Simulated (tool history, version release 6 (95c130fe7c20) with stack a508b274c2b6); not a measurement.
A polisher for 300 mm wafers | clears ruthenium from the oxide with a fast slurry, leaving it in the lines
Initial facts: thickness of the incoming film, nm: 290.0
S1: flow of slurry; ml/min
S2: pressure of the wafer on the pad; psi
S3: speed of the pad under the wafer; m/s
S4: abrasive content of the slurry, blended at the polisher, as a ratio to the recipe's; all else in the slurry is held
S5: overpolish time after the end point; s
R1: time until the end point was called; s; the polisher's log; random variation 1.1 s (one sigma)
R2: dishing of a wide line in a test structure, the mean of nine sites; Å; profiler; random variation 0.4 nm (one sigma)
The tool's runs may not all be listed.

run 1 hour=0 | S1=185 S2=3.1 S3=1.16 S4=1 S5=20 | R1=59.053 R2=572.1
run 2 hour=2.3 | S1=185 S2=3.4 S3=1.16 S4=1 S5=20 | R1=54.012 R2=607.77
run 3 hour=4.8 | S1=185 S2=3.4 S3=0.92 S4=1 S5=20 | R1=67.064 R2=509.17
run 4 hour=13.1 | S1=185 S2=3.4 S3=0.92 S4=1 S5=28 | R1=68.339 R2=645.82
run 5 hour=14.6 | S1=165 S2=3.4 S3=0.92 S4=1 S5=28 | R1=69.416 R2=647.62
run 6 hour=15.3 | S1=165 S2=3.7 S3=0.92 S4=1 S5=28 | R1=64.189 R2=677.24
run 7 hour=18.8 | S1=175 S2=3.5 S3=0.9 S4=1 S5=24 | R1=67.193 R2=591.81
run 8 hour=25.9 | S1=180 S2=3.3 S3=0.9 S4=1 S5=21 | R1=72.048 R2=510.12
run 9 hour=31.2 | S1=190 S2=2.9 S3=0.88 S4=1 S5=11 | R1=82.296 R2=271.87

For run 10, what comes out?
run 10 hour=32.2 | S1=190 S2=2.9 S3=0.88 S4=1 S5=12 | R1=? R2=?

Logged for run 10: R1 81.688 s, R2 290.82 Å.
